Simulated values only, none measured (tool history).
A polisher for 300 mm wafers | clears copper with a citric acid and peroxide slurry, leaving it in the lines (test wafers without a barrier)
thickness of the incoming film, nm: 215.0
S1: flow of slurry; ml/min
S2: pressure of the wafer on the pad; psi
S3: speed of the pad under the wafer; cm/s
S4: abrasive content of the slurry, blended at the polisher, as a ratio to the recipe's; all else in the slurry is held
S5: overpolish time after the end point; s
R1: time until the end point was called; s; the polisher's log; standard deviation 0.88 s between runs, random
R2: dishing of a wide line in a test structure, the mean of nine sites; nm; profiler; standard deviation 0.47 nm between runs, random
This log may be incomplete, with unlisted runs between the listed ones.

run  hour   S1   S2   S3   S4  S5      R1      R2
  1   0.0  275  3.5   92  1.0  28  86.455  50.762
  2   3.0  275  3.5  102  1.0  28  77.204  55.879
  3   8.1  240  3.5  102  1.0  28  78.582  56.506
  4  14.5  250  3.6  102  1.0  24  77.594  49.952
  5  22.5  250  4.4  102  1.0  24  63.034  59.299
  6  28.5  250  4.9  102  1.0  24  55.931  66.104
  7  30.7  255  4.8  102  1.0  21  57.243  58.064
  8  37.5  260  4.8  102  1.0  19  59.072  53.152

Run 9 comes next. What will it give?
  9  39.7  260  4.8  102  1.0  17   ?   ?

R1: 56.336 s
R2: 47.901 nm

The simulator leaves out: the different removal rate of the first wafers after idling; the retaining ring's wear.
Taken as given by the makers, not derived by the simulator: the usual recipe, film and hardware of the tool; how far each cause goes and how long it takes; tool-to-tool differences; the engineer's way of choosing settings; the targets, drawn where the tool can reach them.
